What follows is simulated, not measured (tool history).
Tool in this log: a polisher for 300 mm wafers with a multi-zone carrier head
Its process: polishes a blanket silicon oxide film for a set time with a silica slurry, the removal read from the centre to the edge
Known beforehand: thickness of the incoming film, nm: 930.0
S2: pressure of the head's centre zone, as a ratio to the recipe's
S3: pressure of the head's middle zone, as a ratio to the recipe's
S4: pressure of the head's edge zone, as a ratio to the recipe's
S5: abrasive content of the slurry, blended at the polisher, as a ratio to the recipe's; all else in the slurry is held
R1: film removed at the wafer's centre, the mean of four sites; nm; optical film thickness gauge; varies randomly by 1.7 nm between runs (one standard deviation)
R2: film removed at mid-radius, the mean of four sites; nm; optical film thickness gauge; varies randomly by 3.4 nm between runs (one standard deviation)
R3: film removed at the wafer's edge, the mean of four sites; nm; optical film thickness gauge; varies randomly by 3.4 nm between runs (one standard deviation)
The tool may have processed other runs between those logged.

Run 1, hour 0.0: flow of slurry (ml/min) 215, S2 1.00, S3 1.00, S4 1.00, S5 1.00, polishing time (s) 76. Result: R1 300.00 nm, R2 306.52 nm, R3 291.63 nm.
Run 2, hour 1.0: flow of slurry (ml/min) 205, S2 0.99, S3 1.00, S4 1.02, S5 1.00, polishing time (s) 76. Result: R1 293.37 nm, R2 309.95 nm, R3 292.11 nm.
Run 3, hour 5.6: flow of slurry (ml/min) 205, S2 0.99, S3 1.00, S4 0.99, S5 1.00, polishing time (s) 76. Result: R1 295.45 nm, R2 304.52 nm, R3 289.58 nm.
Run 4, hour 11.6: flow of slurry (ml/min) 195, S2 0.98, S3 0.99, S4 1.01, S5 1.00, polishing time (s) 76. Result: R1 290.66 nm, R2 300.67 nm, R3 291.58 nm.
Run 5, hour 17.3: flow of slurry (ml/min) 195, S2 0.98, S3 0.99, S4 1.01, S5 1.00, polishing time (s) 67. Result: R1 256.68 nm, R2 269.70 nm, R3 256.15 nm.
Run 6, hour 25.9: flow of slurry (ml/min) 205, S2 0.97, S3 0.99, S4 1.04, S5 1.05, polishing time (s) 67. Result: R1 262.78 nm, R2 275.33 nm, R3 273.10 nm.
Run 7, hour 33.5: flow of slurry (ml/min) 215, S2 0.97, S3 1.00, S4 1.06, S5 1.05, polishing time (s) 67. Result: R1 263.18 nm, R2 278.96 nm, R3 267.19 nm.
Run 8, hour 38.7: flow of slurry (ml/min) 210, S2 0.96, S3 1.00, S4 1.07, S5 1.10, polishing time (s) 67. Result: R1 266.32 nm, R2 284.14 nm, R3 273.15 nm.
Run 9, hour 46.2: flow of slurry (ml/min) 210, S2 0.95, S3 1.00, S4 1.08, S5 1.15, polishing time (s) 67. Result: R1 268.10 nm, R2 292.48 nm, R3 285.28 nm.
Run 10, hour 51.0: flow of slurry (ml/min) 210, S2 0.95, S3 1.00, S4 1.09, S5 1.15, polishing time (s) 67. Result: R1 265.76 nm, R2 285.48 nm, R3 284.63 nm.

Predict the results of run 11:
Run 11, hour 57.1: flow of slurry (ml/min) 210, S2 0.95, S3 1.00, S4 1.10, S5 1.15, polishing time (s) 67. Result: R1 ?, R2 ?, R3 ?.

{"run 11": {"R1": 268.8, "R2": 290.72, "R3": 285.31}}

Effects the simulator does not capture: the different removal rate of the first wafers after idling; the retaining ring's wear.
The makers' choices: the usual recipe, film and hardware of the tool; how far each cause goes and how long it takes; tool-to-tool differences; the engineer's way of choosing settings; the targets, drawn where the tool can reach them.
